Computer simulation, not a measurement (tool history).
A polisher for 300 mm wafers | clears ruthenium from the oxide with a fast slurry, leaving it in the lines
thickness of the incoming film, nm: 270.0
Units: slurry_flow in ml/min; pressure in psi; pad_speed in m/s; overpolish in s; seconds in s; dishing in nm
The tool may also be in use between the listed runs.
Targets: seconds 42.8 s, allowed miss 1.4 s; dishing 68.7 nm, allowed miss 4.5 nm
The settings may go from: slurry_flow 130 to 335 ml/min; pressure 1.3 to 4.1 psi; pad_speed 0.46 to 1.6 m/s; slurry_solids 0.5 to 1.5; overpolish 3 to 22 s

{"run": 1, "hour": 0.0, "slurry_flow": 215, "pressure": 2.7, "pad_speed": 1.02, "slurry_solids": 1, "overpolish": 11, "seconds": 65.771, "dishing": 35.839}
{"run": 2, "hour": 4.4, "slurry_flow": 215, "pressure": 2.8, "pad_speed": 1.02, "slurry_solids": 1, "overpolish": 11, "seconds": 63.968, "dishing": 36.626}
{"run": 3, "hour": 5.5, "slurry_flow": 215, "pressure": 2.9, "pad_speed": 1.02, "slurry_solids": 1, "overpolish": 11, "seconds": 62.869, "dishing": 38.647}
{"run": 4, "hour": 7.9, "slurry_flow": 215, "pressure": 3, "pad_speed": 1.02, "slurry_solids": 1, "overpolish": 11, "seconds": 59.582, "dishing": 40.141}
{"run": 5, "hour": 8.8, "slurry_flow": 215, "pressure": 3, "pad_speed": 1.2, "slurry_solids": 1, "overpolish": 11, "seconds": 51.008, "dishing": 45.401}
{"run": 6, "hour": 9.4, "slurry_flow": 215, "pressure": 3, "pad_speed": 1.36, "slurry_solids": 1, "overpolish": 11, "seconds": 45.282, "dishing": 48.586}
{"run": 7, "hour": 18.2, "slurry_flow": 220, "pressure": 3.1, "pad_speed": 1.34, "slurry_solids": 1, "overpolish": 13, "seconds": 44.568, "dishing": 57.906}
{"run": 8, "hour": 24.4, "slurry_flow": 225, "pressure": 3.2, "pad_speed": 1.34, "slurry_solids": 1, "overpolish": 14, "seconds": 43.228, "dishing": 63.643}

Which of these 4 next moves meets every target?
{"run": "A", "hour": 30.6, "slurry_flow": 220, "pressure": 3.1, "pad_speed": 1.4, "slurry_solids": 0.85, "overpolish": 12, "seconds": "?", "dishing": "?"}
{"run": "B", "hour": 30.6, "slurry_flow": 255, "pressure": 2.7, "pad_speed": 1.38, "slurry_solids": 1.2, "overpolish": 20, "seconds": "?", "dishing": "?"}
{"run": "C", "hour": 30.6, "slurry_flow": 260, "pressure": 2.9, "pad_speed": 1.42, "slurry_solids": 1.1, "overpolish": 16, "seconds": "?", "dishing": "?"}
{"run": "D", "hour": 30.6, "slurry_flow": 195, "pressure": 3.5, "pad_speed": 1.36, "slurry_solids": 0.75, "overpolish": 13, "seconds": "?", "dishing": "?"}

move=A seconds=44.751 dishing=54.611
move=B seconds=45.377 dishing=77.106
move=C seconds=42.278 dishing=69.863
move=D seconds=43.452 dishing=59.246
A: further off than the last run
B: takes the result that was furthest off past its target
C: meets every target
D: further off than the last run
Move C is the one to make.
